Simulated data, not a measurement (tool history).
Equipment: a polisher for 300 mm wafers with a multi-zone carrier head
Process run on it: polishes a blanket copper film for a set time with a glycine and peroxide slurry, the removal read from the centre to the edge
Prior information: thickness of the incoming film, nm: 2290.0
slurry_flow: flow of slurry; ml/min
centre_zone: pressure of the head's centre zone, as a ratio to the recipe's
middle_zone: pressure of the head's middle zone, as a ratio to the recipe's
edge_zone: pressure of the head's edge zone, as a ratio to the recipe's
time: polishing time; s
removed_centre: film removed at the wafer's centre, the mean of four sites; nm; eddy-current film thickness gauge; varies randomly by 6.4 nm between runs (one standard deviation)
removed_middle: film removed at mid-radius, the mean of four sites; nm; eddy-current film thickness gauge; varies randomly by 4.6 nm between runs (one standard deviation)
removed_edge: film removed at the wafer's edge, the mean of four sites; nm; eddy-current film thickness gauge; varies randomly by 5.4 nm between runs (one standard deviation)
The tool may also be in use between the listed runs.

run	hour	slurry_flow	centre_zone	middle_zone	edge_zone	time	removed_centre	removed_middle	removed_edge
1	0.0	185	1.00	1.00	1.00	82	297.27	310.77	308.04
2	3.9	185	1.03	1.00	1.00	82	305.11	306.59	304.26
3	11.4	185	1.11	1.00	1.00	82	333.42	302.81	306.09
4	12.0	185	1.05	1.00	1.00	82	310.11	308.00	305.09
5	17.3	200	1.08	1.04	1.02	89	356.29	350.51	336.89
6	18.1	180	1.08	1.04	1.02	89	345.86	347.91	334.25
7	26.9	190	1.10	1.07	1.05	94	374.46	378.41	358.40

What will run 8 give?
8	33.8	200	1.12	1.09	1.06	98	?	?	?

{"run 8": {"removed_centre": 404.03, "removed_middle": 394.04, "removed_edge": 379.62}}
